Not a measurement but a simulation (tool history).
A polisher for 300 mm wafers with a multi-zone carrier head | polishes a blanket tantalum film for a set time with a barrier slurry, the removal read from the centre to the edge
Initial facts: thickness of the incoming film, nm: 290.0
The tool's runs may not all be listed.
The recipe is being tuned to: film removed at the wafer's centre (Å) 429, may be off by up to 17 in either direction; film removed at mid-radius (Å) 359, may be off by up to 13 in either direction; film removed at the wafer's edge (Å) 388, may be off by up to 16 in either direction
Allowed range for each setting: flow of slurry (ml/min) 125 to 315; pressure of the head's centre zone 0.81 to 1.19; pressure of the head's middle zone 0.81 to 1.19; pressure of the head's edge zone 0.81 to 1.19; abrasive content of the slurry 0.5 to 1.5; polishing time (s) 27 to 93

run    day  flow of slurry (ml/min)  pressure of the head's centre zone  pressure of the head's middle zone  pressure of the head's edge zone  abrasive content of the slurry  polishing time (s)  film removed at the wafer's centre (Å)  film removed at mid-radius (Å)  film removed at the wafer's edge (Å)
  1      0                      205                                   1                                   1                                 1                               1                  59                                  492.44                           551.3                                529.44
  2  0.254                      200                                1.03                                0.96                              0.98                             0.9                  58                                  482.91                          504.01                                511.46
  3  0.438                      155                                1.03                                0.96                              0.98                             0.9                  58                                  461.82                          480.85                                483.21
  4  0.525                      195                                1.03                                0.96                              0.98                             0.9                  58                                  482.79                          500.82                                503.57
  5  0.571                      195                                1.03                                1.02                              0.98                             0.9                  58                                  475.45                          524.14                                503.16
  6  0.658                      195                                1.03                                1.02                              1.02                             0.9                  58                                  476.78                          531.64                                500.49
  7  0.733                      185                                1.07                                0.99                              1.01                             0.8                  56                                  457.92                           471.8                                457.81
  8  0.917                      175                                1.09                                0.96                              1.01                            0.75                  56                                  452.73                          446.94                                 461.2
  9  1.083                      170                                1.11                                0.95                              0.98                             0.7                  55                                  443.12                          414.16                                421.83
 10  1.279                      165                                1.12                                0.94                              0.97                             0.7                  55                                  434.64                           414.1                                423.98
 11  1.438                      165                                1.14                                0.92                              0.95                             0.7                  55                                  451.02                          403.45                                418.11
 12  1.654                      150                                1.12                                0.84                              0.89                            0.55                  54                                   383.1                          325.44                                355.31
 13  1.917                      165                                1.13                                0.85                               0.9                            0.55                  54                                  391.12                          340.86                                368.09

Next run, 5 choices. One meets every target within its allowed miss, the rest don't. Which?
  A  2.179                      155                                1.07                                0.86                              0.93                             0.5                  60                                       ?                               ?                                     ?
  B  2.179                      195                                1.17                                0.86                              0.96                            0.55                  55                                       ?                               ?                                     ?
  C  2.179                      160                                0.98                                0.84                              1.03                             0.7                  56                                       ?                               ?                                     ?
  D  2.179                      230                                0.98                                0.89                              0.89                             0.8                  42                                       ?                               ?                                     ?
  E  2.179                      180                                1.16                                0.95                              0.85                             0.6                  51                                       ?                               ?                                     ?

move  film removed at the wafer's centre (Å)  film removed at mid-radius (Å)  film removed at the wafer's edge (Å)
   A                                   393.4                          358.27                                379.17
   B                                  430.24                          357.89                                378.82
   C                                  393.26                           381.5                                426.13
   D                                  331.32                          334.55                                332.85
   E                                  405.12                          369.47                                346.25
A: closes in on the targets versus the last run, not all within tolerance yet
B: all results land within tolerance of their targets
C: the biggest miss grows against the last run
D: the biggest miss grows against the last run
E: the biggest miss grows against the last run
Correct choice: B, which meets every target
